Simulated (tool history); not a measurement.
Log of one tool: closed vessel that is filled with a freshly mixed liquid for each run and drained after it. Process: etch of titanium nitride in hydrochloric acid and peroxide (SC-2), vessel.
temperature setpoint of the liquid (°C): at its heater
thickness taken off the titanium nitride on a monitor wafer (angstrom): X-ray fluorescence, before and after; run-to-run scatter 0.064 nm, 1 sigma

| run | hour | temperature setpoint of the liquid (°C) | parts of water to one part each of 37 % hydrochloric acid and 30 % peroxide (parts by volume) | time in the liquid (s) | thickness taken off the titanium nitride on a monitor wafer (angstrom) |
|---|---|---|---|---|---|
| 1 | 0.0 | 47.0 | 8.0 | 200 | 64.426 |
| 2 | 5.1 | 48.0 | 8.0 | 200 | 68.144 |
| 3 | 7.2 | 41.0 | 8.0 | 200 | 42.420 |
| 4 | 9.3 | 41.0 | 9.0 | 200 | 38.549 |
| 5 | 11.3 | 45.0 | 9.0 | 200 | 50.655 |
| 6 | 15.6 | 45.0 | 9.0 | 215 | 54.721 |

Run 7 has not been measured yet. What should we expect?
| 7 | 18.0 | 46.5 | 9.0 | 215 | ? |

thickness taken off the titanium nitride on a monitor wafer (angstrom): 60.864
